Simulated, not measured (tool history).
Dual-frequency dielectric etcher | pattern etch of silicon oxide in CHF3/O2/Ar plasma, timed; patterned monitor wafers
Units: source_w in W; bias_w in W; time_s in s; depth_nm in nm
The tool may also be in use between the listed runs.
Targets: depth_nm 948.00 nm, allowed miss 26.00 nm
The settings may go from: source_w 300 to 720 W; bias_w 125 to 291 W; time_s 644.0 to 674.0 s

run,hour,source_w,bias_w,time_s,depth_nm
1,0.0,510,208,644.0,1075.50
2,5.2,490,205,644.0,1049.90
3,14.0,580,205,644.0,1136.20
4,14.7,550,202,644.0,1097.20
5,23.5,530,199,644.0,1074.60
6,29.9,530,233,644.0,1144.50
7,38.5,500,230,644.0,1100.80
8,46.9,480,227,644.0,1079.30
9,52.4,460,225,644.0,1055.70
10,56.6,440,223,644.0,1033.50
11,65.1,430,222,644.0,1020.30
12,72.7,420,221,644.0,1011.80
13,79.3,410,220,644.0,1001.00
14,85.2,400,219,644.0,982.81
15,93.1,400,218,644.0,980.14

4 next moves are on the table. One of them brings every result within its allowed miss. Which?
A,101.0,350,206,670.0,?
B,101.0,390,229,644.0,?
C,101.0,430,226,644.0,?
D,101.0,420,197,666.5,?

move,depth_nm
A,940.24
B,988.37
C,1027.00
D,998.82
A: meets every target
B: further off than the last run
C: further off than the last run
D: further off than the last run
The right move is A.
